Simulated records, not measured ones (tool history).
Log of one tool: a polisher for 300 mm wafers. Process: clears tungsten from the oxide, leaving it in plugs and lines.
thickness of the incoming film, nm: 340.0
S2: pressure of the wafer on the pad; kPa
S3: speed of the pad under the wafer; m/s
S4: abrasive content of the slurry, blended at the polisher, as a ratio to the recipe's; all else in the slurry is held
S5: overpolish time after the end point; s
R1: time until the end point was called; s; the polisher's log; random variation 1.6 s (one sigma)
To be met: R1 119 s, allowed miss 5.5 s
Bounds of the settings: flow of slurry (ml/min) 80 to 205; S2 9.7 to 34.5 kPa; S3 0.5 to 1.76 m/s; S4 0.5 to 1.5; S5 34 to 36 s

Run 1, day 0: flow of slurry (ml/min) 135, S2 22.1 kPa, S3 1.12 m/s, S4 1, S5 34 s. Result: R1 74.615 s.
Run 2, day 0.158: flow of slurry (ml/min) 150, S2 22.1 kPa, S3 1.12 m/s, S4 1, S5 34 s. Result: R1 73.853 s.
Run 3, day 0.262: flow of slurry (ml/min) 150, S2 18.6 kPa, S3 1.1 m/s, S4 1, S5 34 s. Result: R1 84.319 s.
Run 4, day 0.496: flow of slurry (ml/min) 180, S2 18.6 kPa, S3 1.1 m/s, S4 1, S5 34 s. Result: R1 81.958 s.
Run 5, day 0.729: flow of slurry (ml/min) 180, S2 15.9 kPa, S3 1.08 m/s, S4 1, S5 34 s. Result: R1 93.422 s.
Run 6, day 1.004: flow of slurry (ml/min) 160, S2 15.9 kPa, S3 1.08 m/s, S4 1, S5 34 s. Result: R1 94.697 s.
Run 7, day 1.058: flow of slurry (ml/min) 160, S2 15.9 kPa, S3 1.08 m/s, S4 1, S5 34 s. Result: R1 92.92 s.
Run 8, day 1.404: flow of slurry (ml/min) 160, S2 13.8 kPa, S3 1.06 m/s, S4 1, S5 34 s. Result: R1 102.63 s.
Run 9, day 1.638: flow of slurry (ml/min) 160, S2 12.4 kPa, S3 1.06 m/s, S4 1, S5 34 s. Result: R1 108.63 s.
Run 10, day 1.667: flow of slurry (ml/min) 160, S2 11.7 kPa, S3 1.06 m/s, S4 1, S5 34 s. Result: R1 113.35 s.

5 next moves are on the table. One of them brings every result within its allowed miss. Which?
Run A, day 1.696: flow of slurry (ml/min) 175, S2 10.3 kPa, S3 1.06 m/s, S4 1, S5 34 s. Result: R1 ?.
Run B, day 1.696: flow of slurry (ml/min) 145, S2 15.2 kPa, S3 1.02 m/s, S4 0.7, S5 34 s. Result: R1 ?.
Run C, day 1.696: flow of slurry (ml/min) 155, S2 12.4 kPa, S3 1.08 m/s, S4 0.95, S5 34 s. Result: R1 ?.
Run D, day 1.696: flow of slurry (ml/min) 180, S2 12.4 kPa, S3 1.12 m/s, S4 1, S5 34 s. Result: R1 ?.
Run E, day 1.696: flow of slurry (ml/min) 165, S2 16.5 kPa, S3 0.92 m/s, S4 1, S5 34 s. Result: R1 ?.

move      R1
   A  119.42
   B  111.44
   C  109.94
   D  103.13
   E  107.56
A: meets every target
B: further off than the last run
C: further off than the last run
D: further off than the last run
E: further off than the last run
Move A is the one to make.
